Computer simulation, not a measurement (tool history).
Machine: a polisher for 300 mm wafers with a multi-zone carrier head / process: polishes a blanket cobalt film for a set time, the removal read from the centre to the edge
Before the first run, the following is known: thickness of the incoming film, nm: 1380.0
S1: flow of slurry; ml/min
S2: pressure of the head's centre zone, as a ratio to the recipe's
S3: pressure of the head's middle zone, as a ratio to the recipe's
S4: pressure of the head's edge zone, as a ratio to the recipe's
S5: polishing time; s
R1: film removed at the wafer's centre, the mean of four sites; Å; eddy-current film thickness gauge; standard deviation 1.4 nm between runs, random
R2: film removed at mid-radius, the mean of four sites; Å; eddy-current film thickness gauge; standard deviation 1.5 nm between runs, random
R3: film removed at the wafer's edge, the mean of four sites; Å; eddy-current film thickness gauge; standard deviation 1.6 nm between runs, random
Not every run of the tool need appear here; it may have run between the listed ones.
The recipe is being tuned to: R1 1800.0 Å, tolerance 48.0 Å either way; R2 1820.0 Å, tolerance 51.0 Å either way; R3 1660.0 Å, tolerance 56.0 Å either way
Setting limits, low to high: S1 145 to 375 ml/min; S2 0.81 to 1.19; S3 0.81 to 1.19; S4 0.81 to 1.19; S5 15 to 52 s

run,hour,S1,S2,S3,S4,S5,R1,R2,R3
1,0.0,240,1.00,1.00,1.00,33,2255.0,2246.6,2163.6
2,5.0,240,1.00,1.00,1.00,40,2741.8,2749.0,2671.7
3,8.2,240,0.99,0.99,0.96,37,2457.3,2449.4,2417.9
4,11.9,245,1.00,1.01,0.94,34,2328.4,2312.4,2207.0
5,19.8,245,1.00,1.01,0.94,37,2477.8,2565.6,2397.0
6,25.9,250,1.00,1.01,0.92,34,2312.9,2323.1,2167.0
7,34.0,265,0.99,1.01,0.90,32,2177.5,2185.2,2038.0
8,39.9,270,0.98,1.01,0.88,30,2028.4,2082.4,1887.2
9,40.5,270,0.98,1.00,0.86,29,1979.3,1970.4,1836.3
10,42.6,265,0.98,1.00,0.85,28,1864.2,1935.0,1749.1
11,47.7,265,0.98,1.00,0.85,28,1883.5,1935.3,1739.6
12,54.1,255,0.98,0.99,0.84,28,1883.6,1930.1,1735.3
13,58.8,250,0.98,0.98,0.83,28,1856.1,1858.8,1715.8
14,66.0,245,0.98,0.98,0.82,28,1857.5,1894.7,1730.1

Next run, 4 choices. One meets every target within its allowed miss, the rest don't. Which?
A,73.2,280,0.91,0.83,0.84,30,?,?,?
B,73.2,160,1.01,0.91,0.89,30,?,?,?
C,73.2,250,0.97,0.98,0.81,27,?,?,?
D,73.2,265,1.06,0.97,0.81,27,?,?,?

move,R1,R2,R3
A,1870.2,1771.4,1872.1
B,1910.4,1770.4,1814.4
C,1772.7,1807.1,1639.5
D,1952.3,1802.4,1647.8
A: the worst result of the last run now meets its target, but another is out of spec
B: the worst result of the last run now meets its target, but another is out of spec
C: every result lands within tolerance
D: the worst result of the last run now meets its target, but another is out of spec
The right move is C.
